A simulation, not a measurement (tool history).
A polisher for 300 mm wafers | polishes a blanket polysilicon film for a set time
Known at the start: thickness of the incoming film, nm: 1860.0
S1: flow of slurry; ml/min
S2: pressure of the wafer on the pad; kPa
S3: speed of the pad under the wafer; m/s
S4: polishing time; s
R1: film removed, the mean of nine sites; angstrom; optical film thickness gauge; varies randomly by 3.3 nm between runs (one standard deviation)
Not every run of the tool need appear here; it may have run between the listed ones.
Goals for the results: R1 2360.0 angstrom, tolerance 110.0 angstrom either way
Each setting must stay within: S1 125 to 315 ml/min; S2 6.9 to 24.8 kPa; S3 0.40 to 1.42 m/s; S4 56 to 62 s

run	day	S1	S2	S3	S4	R1
1	0.000	205	15.9	0.90	62	4127.6
2	0.238	205	13.1	0.90	62	3563.3
3	0.421	205	12.4	0.90	62	3311.7
4	0.462	205	11.7	0.90	62	3286.2
5	0.754	185	11.7	0.90	62	3169.3
6	1.054	185	15.2	0.90	62	4030.7
7	1.175	185	13.8	0.90	62	3631.2
8	1.358	185	13.1	0.90	62	3526.7
9	1.721	185	12.4	0.90	62	3355.3

Which of these 5 next moves meets every target?
A	2.083	200	10.3	0.92	57	?
B	2.083	160	21.4	0.74	56	?
C	2.083	135	12.4	0.72	56	?
D	2.083	245	10.3	0.74	56	?
E	2.083	170	8.3	0.88	58	?

move	R1
A	2710.0
B	4067.1
C	2359.5
D	2200.2
E	2141.4
A: gains on the last run, yet a result remains outside its allowed miss
B: the biggest miss grows against the last run
C: every result within its allowed miss
D: carries the result that was furthest off beyond its target, to the other side
E: carries the result that was furthest off beyond its target, to the other side
Answer: C

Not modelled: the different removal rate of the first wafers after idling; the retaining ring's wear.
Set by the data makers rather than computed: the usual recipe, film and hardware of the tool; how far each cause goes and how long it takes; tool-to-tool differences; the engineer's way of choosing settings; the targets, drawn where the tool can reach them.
